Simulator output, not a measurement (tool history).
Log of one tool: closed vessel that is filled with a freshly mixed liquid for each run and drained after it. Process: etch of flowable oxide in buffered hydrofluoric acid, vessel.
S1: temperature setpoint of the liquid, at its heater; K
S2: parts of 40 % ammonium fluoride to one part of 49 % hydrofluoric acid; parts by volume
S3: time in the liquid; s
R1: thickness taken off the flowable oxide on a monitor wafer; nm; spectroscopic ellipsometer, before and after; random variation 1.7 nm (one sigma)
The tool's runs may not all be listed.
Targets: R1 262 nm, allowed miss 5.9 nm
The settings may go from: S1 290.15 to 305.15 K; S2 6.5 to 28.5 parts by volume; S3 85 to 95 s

run 1 hour=0 | S1=298.15 S2=17.5 S3=85 | R1=354.95
run 2 hour=4.9 | S1=298.15 S2=17.5 S3=95 | R1=396.35
run 3 hour=6.2 | S1=296.65 S2=17.5 S3=95 | R1=364.85
run 4 hour=9.9 | S1=296.65 S2=17.5 S3=95 | R1=367.57
run 5 hour=10.7 | S1=298.65 S2=17.5 S3=95 | R1=406.65
run 6 hour=18.7 | S1=298.65 S2=15.5 S3=95 | R1=456.44
run 7 hour=20.1 | S1=298.65 S2=15.5 S3=95 | R1=455.08
-- hour=21.5 hydrofluoric acid flow meter replaced
run 8 hour=21.5 | S1=298.65 S2=15.5 S3=95 | R1=433.11
run 9 hour=28.8 | S1=294.65 S2=16.5 S3=95 | R1=328.79
run 10 hour=32.2 | S1=294.15 S2=16.5 S3=95 | R1=321.26
run 11 hour=35.8 | S1=293.65 S2=16.5 S3=95 | R1=307.88

Which of these 5 next moves meets every target?
run A hour=39.4 | S1=296.15 S2=19 S3=85 | R1=?
run B hour=39.4 | S1=292.15 S2=16 S3=90 | R1=?
run C hour=39.4 | S1=293.65 S2=17.5 S3=90 | R1=?
run D hour=39.4 | S1=291.15 S2=17 S3=95 | R1=?
run E hour=39.4 | S1=293.15 S2=18 S3=95 | R1=?

move=A R1=277.14
move=B R1=278.15
move=C R1=277.02
move=D R1=261.33
move=E R1=276.54
A: nearer than the last run, and not there yet
B: nearer than the last run, and not there yet
C: nearer than the last run, and not there yet
D: meets every target
E: nearer than the last run, and not there yet
The right move is D.
